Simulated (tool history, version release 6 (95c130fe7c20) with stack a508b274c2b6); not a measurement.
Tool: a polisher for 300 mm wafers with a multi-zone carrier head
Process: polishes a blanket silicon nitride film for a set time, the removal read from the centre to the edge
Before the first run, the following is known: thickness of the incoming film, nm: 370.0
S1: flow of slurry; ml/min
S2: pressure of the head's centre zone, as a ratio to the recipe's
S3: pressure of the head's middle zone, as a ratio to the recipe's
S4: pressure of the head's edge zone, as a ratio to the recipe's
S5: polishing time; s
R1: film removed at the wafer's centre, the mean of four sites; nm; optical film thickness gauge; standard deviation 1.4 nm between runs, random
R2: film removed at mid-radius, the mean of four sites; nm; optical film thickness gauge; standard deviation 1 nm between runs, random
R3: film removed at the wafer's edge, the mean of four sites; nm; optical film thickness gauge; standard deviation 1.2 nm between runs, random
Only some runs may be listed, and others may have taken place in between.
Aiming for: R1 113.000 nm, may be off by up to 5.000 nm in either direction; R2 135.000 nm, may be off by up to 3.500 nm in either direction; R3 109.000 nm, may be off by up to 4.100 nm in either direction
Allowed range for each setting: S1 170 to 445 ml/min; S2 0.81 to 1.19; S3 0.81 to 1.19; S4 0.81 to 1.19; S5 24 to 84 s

run 1 hour=0.0 | S1=285 S2=1.00 S3=1.00 S4=1.00 S5=54 | R1=109.600 R2=113.050 R3=110.320
run 2 hour=7.8 | S1=285 S2=1.00 S3=1.00 S4=1.00 S5=47 | R1=95.622 R2=97.052 R3=96.837
run 3 hour=8.5 | S1=330 S2=1.00 S3=1.00 S4=1.00 S5=47 | R1=97.649 R2=98.253 R3=96.856
run 4 hour=15.4 | S1=330 S2=1.00 S3=1.02 S4=1.00 S5=48 | R1=97.699 R2=101.350 R3=100.230
run 5 hour=16.9 | S1=325 S2=1.01 S3=1.04 S4=0.98 S5=49 | R1=101.220 R2=105.650 R3=101.660
run 6 hour=20.4 | S1=325 S2=1.01 S3=1.06 S4=0.96 S5=50 | R1=101.580 R2=110.760 R3=103.970
run 7 hour=23.9 | S1=325 S2=1.02 S3=1.08 S4=0.94 S5=50 | R1=108.230 R2=113.270 R3=102.810
run 8 hour=25.3 | S1=325 S2=1.02 S3=1.09 S4=0.93 S5=50 | R1=107.720 R2=112.900 R3=100.030
run 9 hour=28.4 | S1=325 S2=1.02 S3=1.10 S4=0.93 S5=51 | R1=107.670 R2=116.580 R3=103.790
run 10 hour=34.2 | S1=325 S2=1.02 S3=1.11 S4=0.92 S5=51 | R1=108.210 R2=116.150 R3=99.992
run 11 hour=40.8 | S1=330 S2=1.02 S3=1.12 S4=0.92 S5=52 | R1=110.390 R2=120.090 R3=104.000

Which single option among these 5 for the next run brings every result within its allowed miss of target? Just one does.
run A hour=47.4 | S1=355 S2=0.98 S3=1.18 S4=0.88 S5=55 | R1=? R2=? R3=?
run B hour=47.4 | S1=320 S2=1.01 S3=1.11 S4=0.92 S5=49 | R1=? R2=? R3=?
run C hour=47.4 | S1=355 S2=1.03 S3=0.96 S4=1.06 S5=48 | R1=? R2=? R3=?
run D hour=47.4 | S1=255 S2=0.95 S3=1.19 S4=0.87 S5=55 | R1=? R2=? R3=?
run E hour=47.4 | S1=425 S2=1.13 S3=1.00 S4=1.06 S5=45 | R1=? R2=? R3=?

move=A R1=113.160 R2=135.240 R3=109.020
move=B R1=102.370 R2=112.910 R3=98.234
move=C R1=103.680 R2=99.355 R3=104.240
move=D R1=103.940 R2=129.810 R3=104.600
move=E R1=109.070 R2=98.170 R3=99.140
A: all results in spec
B: the biggest miss grows against the last run
C: the biggest miss grows against the last run
D: gains on the last run, yet a result remains outside its allowed miss
E: the biggest miss grows against the last run
Move A is the one to make.
